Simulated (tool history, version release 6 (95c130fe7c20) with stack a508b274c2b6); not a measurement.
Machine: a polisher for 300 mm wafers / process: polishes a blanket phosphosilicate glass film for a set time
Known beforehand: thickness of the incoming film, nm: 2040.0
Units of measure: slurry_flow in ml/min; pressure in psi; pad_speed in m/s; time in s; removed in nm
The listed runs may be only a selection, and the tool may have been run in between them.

run 1 hour=0.0 | slurry_flow=285 pressure=3.0 pad_speed=1.28 slurry_solids=1.0 time=77 | removed=792.46
run 2 hour=0.8 | slurry_flow=285 pressure=2.8 pad_speed=1.28 slurry_solids=1.0 time=77 | removed=754.72
run 3 hour=5.4 | slurry_flow=235 pressure=2.8 pad_speed=1.28 slurry_solids=1.0 time=77 | removed=736.48
run 4 hour=9.5 | slurry_flow=235 pressure=2.8 pad_speed=1.16 slurry_solids=1.0 time=77 | removed=693.89
run 5 hour=13.4 | slurry_flow=290 pressure=2.8 pad_speed=1.16 slurry_solids=1.0 time=77 | removed=720.78
run 6 hour=18.8 | slurry_flow=290 pressure=2.8 pad_speed=1.16 slurry_solids=0.9 time=77 | removed=695.52
run 7 hour=25.5 | slurry_flow=280 pressure=2.7 pad_speed=1.16 slurry_solids=0.9 time=77 | removed=668.46
run 8 hour=27.6 | slurry_flow=275 pressure=2.7 pad_speed=1.16 slurry_solids=0.9 time=77 | removed=667.99
run 9 hour=33.2 | slurry_flow=270 pressure=2.7 pad_speed=1.16 slurry_solids=0.9 time=77 | removed=668.98
run 10 hour=34.1 | slurry_flow=265 pressure=2.7 pad_speed=1.16 slurry_solids=0.9 time=77 | removed=656.39

Expected results for the next run?
run 11 hour=35.7 | slurry_flow=255 pressure=2.7 pad_speed=1.16 slurry_solids=0.9 time=77 | removed=?

Run 11 came out at removed 669.61 nm.

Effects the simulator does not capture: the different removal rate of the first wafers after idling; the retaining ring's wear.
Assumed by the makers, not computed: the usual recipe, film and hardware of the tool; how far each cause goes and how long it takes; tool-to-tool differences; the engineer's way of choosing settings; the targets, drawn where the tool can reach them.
